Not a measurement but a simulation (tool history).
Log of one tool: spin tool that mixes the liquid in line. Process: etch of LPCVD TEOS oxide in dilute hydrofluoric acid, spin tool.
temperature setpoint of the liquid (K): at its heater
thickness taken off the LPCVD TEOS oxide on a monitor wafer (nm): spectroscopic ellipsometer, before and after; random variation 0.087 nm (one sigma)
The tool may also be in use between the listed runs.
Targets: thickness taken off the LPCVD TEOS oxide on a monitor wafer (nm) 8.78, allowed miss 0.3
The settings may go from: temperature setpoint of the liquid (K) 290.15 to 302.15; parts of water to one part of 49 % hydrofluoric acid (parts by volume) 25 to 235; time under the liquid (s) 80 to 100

| run | hour | temperature setpoint of the liquid (K) | parts of water to one part of 49 % hydrofluoric acid (parts by volume) | time under the liquid (s) | thickness taken off the LPCVD TEOS oxide on a monitor wafer (nm) |
|---|---|---|---|---|---|
| 1 | 0 | 294.15 | 130 | 100 | 10.612 |
| 2 | 2.9 | 292.65 | 130 | 100 | 9.8706 |
| 3 | 6 | 292.15 | 130 | 100 | 9.6912 |
| 4 | 14.7 | 294.65 | 130 | 100 | 10.857 |
| 5 | 17.6 | 292.15 | 130 | 100 | 9.7874 |
| 6 | 25.4 | 292.15 | 150 | 100 | 8.452 |
| 7 | 33.1 | 292.65 | 150 | 100 | 8.4072 |
| 8 | 42 | 292.65 | 150 | 100 | 8.4782 |

5 next moves are on the table. One of them brings every result within its allowed miss. Which?
| A | 50.9 | 294.65 | 135 | 80 | ? |
| B | 50.9 | 293.15 | 135 | 95 | ? |
| C | 50.9 | 293.15 | 130 | 95 | ? |
| D | 50.9 | 290.15 | 120 | 90 | ? |
| E | 50.9 | 293.15 | 140 | 85 | ? |

| move | thickness taken off the LPCVD TEOS oxide on a monitor wafer (nm) |
|---|---|
| A | 8.2314 |
| B | 9.2073 |
| C | 9.6125 |
| D | 8.8148 |
| E | 7.902 |
A: further off than the last run
B: takes the result that was furthest off past its target
C: takes the result that was furthest off past its target
D: meets every target
E: further off than the last run
Answer: D
